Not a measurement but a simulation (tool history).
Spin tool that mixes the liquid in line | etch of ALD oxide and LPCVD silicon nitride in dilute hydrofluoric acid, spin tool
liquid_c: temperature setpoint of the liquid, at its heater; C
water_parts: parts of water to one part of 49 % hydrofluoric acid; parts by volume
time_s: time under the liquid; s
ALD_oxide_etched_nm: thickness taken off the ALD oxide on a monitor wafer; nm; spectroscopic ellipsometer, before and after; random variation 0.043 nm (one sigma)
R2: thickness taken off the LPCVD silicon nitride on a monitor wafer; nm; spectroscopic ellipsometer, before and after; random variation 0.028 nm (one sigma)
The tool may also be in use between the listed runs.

Run 1, hour 0.0: liquid_c 25.0 C, water_parts 80 parts by volume, time_s 60 s. Result: ALD_oxide_etched_nm 11.3240 nm, R2 0.47623 nm.
Run 2, hour 4.0: liquid_c 25.0 C, water_parts 100 parts by volume, time_s 60 s. Result: ALD_oxide_etched_nm 8.9042 nm, R2 0.37519 nm.
Run 3, hour 12.3: liquid_c 25.5 C, water_parts 100 parts by volume, time_s 60 s. Result: ALD_oxide_etched_nm 9.0498 nm, R2 0.35358 nm.
Run 4, hour 16.3: liquid_c 25.5 C, water_parts 100 parts by volume, time_s 80 s. Result: ALD_oxide_etched_nm 12.0260 nm, R2 0.55170 nm.
Run 5, hour 22.7: liquid_c 24.0 C, water_parts 100 parts by volume, time_s 80 s. Result: ALD_oxide_etched_nm 11.3090 nm, R2 0.41394 nm.
Run 6, hour 30.5: liquid_c 24.0 C, water_parts 100 parts by volume, time_s 95 s. Result: ALD_oxide_etched_nm 13.4810 nm, R2 0.58749 nm.
Run 7, hour 32.8: liquid_c 22.5 C, water_parts 105 parts by volume, time_s 95 s. Result: ALD_oxide_etched_nm 11.9790 nm, R2 0.52743 nm.
Run 8, hour 34.2: liquid_c 21.0 C, water_parts 105 parts by volume, time_s 95 s. Result: ALD_oxide_etched_nm 11.2860 nm, R2 0.41466 nm.

The next listed run, before its measurement:
Run 9, hour 40.8: liquid_c 20.5 C, water_parts 110 parts by volume, time_s 95 s. Result: ALD_oxide_etched_nm ?, R2 ?.

Run 9 gave ALD_oxide_etched_nm 10.5270 nm, R2 0.39233 nm.
